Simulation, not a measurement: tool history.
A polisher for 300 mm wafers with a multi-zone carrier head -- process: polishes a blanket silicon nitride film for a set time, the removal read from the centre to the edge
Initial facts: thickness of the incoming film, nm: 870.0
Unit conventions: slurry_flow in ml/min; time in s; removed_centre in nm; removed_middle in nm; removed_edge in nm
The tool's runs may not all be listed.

run  hour  slurry_flow  centre_zone  middle_zone  edge_zone  time  removed_centre  removed_middle  removed_edge
  1     0          130            1            1          1    58          77.616          77.186        79.113
  2   7.9          130            1            1       0.93    58           78.43          77.443        76.094
  3  13.2          140         1.01            1       0.96    59          82.984          80.911        76.282
  4  18.8          140         1.02            1       0.99    61          86.555          83.324        81.794
  5  22.2          140         1.02            1       1.02    62          88.363          84.665        83.635
  6  29.4          140         1.02         1.07       1.02    62          87.908          89.435        84.475
  7  30.9          140         1.02         1.06       1.04    63          89.392           88.55        88.424
  8  39.2          140         1.02         1.06       1.06    63          88.899          89.701        87.539
  9  41.6          140         1.02         1.05       1.08    64          89.519          90.408        89.084

What will run 10 give?
 10  49.3          140         1.03         1.04        1.1    65               ?               ?             ?

{"run 10": {"removed_centre": 92.679, "removed_middle": 90.971, "removed_edge": 90.558}}

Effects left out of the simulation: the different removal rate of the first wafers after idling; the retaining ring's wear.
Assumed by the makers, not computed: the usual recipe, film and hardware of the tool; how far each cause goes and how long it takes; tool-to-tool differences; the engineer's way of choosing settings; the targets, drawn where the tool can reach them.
